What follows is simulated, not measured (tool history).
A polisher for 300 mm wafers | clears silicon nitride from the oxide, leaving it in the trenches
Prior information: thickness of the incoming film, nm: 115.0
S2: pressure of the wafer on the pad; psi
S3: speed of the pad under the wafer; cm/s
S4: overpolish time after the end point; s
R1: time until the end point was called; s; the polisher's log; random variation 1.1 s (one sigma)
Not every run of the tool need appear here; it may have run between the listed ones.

Run 1, hour 0: flow of slurry (ml/min) 285, S2 3.4 psi, S3 80 cm/s, S4 7 s. Result: R1 144.07 s.
Run 2, hour 6.9: flow of slurry (ml/min) 285, S2 3.4 psi, S3 80 cm/s, S4 7 s. Result: R1 145.81 s.
Run 3, hour 13.2: flow of slurry (ml/min) 335, S2 3.4 psi, S3 80 cm/s, S4 7 s. Result: R1 140.53 s.
Run 4, hour 16.3: flow of slurry (ml/min) 340, S2 3.6 psi, S3 80 cm/s, S4 7 s. Result: R1 135.26 s.
Run 5, hour 18.5: flow of slurry (ml/min) 340, S2 3 psi, S3 80 cm/s, S4 7 s. Result: R1 154.57 s.
Run 6, hour 20.9: flow of slurry (ml/min) 380, S2 3 psi, S3 80 cm/s, S4 7 s. Result: R1 156.88 s.
Run 7, hour 29.7: flow of slurry (ml/min) 380, S2 3.3 psi, S3 80 cm/s, S4 7 s. Result: R1 142.76 s.

What does the tool deliver on the next run?
Run 8, hour 33.1: flow of slurry (ml/min) 380, S2 3.5 psi, S3 80 cm/s, S4 7 s. Result: R1 ?.

Run 8 measured R1 137.82 s.

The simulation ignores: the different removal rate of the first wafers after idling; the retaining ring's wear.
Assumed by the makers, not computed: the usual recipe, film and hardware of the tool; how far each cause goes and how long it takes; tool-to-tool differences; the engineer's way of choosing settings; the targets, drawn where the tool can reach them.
